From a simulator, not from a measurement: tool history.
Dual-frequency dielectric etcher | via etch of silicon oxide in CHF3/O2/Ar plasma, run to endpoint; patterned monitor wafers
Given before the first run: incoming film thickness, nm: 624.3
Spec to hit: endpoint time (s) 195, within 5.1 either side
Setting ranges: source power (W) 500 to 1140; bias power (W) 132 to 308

run,day,source power (W),bias power (W),endpoint time (s)
1,0,820,220,241.86
2,0.179,890,233,225.06
3,0.504,890,264,215.99
4,0.862,960,264,205.4
5,1.046,980,265,205.91
6,1.092,980,246,212.59
7,1.142,1010,250,206.49
8,1.329,1030,252,206.07
9,1.471,1050,255,203.57
10,1.504,1050,255,201.34
11,1.638,1050,255,202.44
12,1.696,1060,256,200.6
13,2.046,1060,256,201.57
14,2.183,1070,257,201.45

Below are 5 possible settings for the next run. Only one of them brings all results inside the allowed miss of their targets. Which is it?
A,2.321,990,247,?
B,2.321,1070,238,?
C,2.321,1140,287,?
D,2.321,1070,237,?
E,2.321,1140,251,?

move,endpoint time (s)
A,208.83
B,205.09
C,185.06
D,205.44
E,195.4
A: misses by more than the last run did
B: misses by more than the last run did
C: carries the result that was furthest off beyond its target, to the other side
D: misses by more than the last run did
E: meets every target
Answer: E
